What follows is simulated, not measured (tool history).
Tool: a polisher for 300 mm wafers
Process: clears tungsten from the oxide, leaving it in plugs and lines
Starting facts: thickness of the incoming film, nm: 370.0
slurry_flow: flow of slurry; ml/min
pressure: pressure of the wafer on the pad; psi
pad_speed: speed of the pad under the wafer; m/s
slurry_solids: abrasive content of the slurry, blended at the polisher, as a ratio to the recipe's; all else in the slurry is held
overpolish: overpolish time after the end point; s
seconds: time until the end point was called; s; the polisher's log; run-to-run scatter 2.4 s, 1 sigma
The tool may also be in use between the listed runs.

run 1 hour=0.0 | slurry_flow=205 pressure=3.7 pad_speed=1.34 slurry_solids=1.0 overpolish=41 | seconds=76.393
run 2 hour=4.7 | slurry_flow=205 pressure=3.7 pad_speed=1.34 slurry_solids=1.2 overpolish=41 | seconds=74.813
run 3 hour=12.6 | slurry_flow=205 pressure=3.7 pad_speed=1.34 slurry_solids=1.2 overpolish=44 | seconds=74.437
run 4 hour=18.0 | slurry_flow=205 pressure=4.6 pad_speed=1.34 slurry_solids=1.2 overpolish=44 | seconds=60.101
run 5 hour=26.0 | slurry_flow=205 pressure=4.1 pad_speed=1.30 slurry_solids=1.2 overpolish=44 | seconds=69.582
run 6 hour=33.3 | slurry_flow=205 pressure=4.8 pad_speed=1.30 slurry_solids=1.2 overpolish=44 | seconds=60.717
run 7 hour=38.6 | slurry_flow=205 pressure=4.3 pad_speed=1.24 slurry_solids=1.2 overpolish=44 | seconds=68.977
run 8 hour=46.7 | slurry_flow=205 pressure=3.9 pad_speed=1.20 slurry_solids=1.2 overpolish=44 | seconds=77.092
run 9 hour=50.3 | slurry_flow=205 pressure=3.6 pad_speed=1.16 slurry_solids=1.2 overpolish=44 | seconds=85.880
run 10 hour=56.3 | slurry_flow=205 pressure=3.3 pad_speed=1.14 slurry_solids=1.2 overpolish=44 | seconds=92.288

Run 11 has not been measured yet. What should we expect?
run 11 hour=58.2 | slurry_flow=205 pressure=3.1 pad_speed=1.12 slurry_solids=1.2 overpolish=44 | seconds=?

{"run 11": {"seconds": 106.01}}
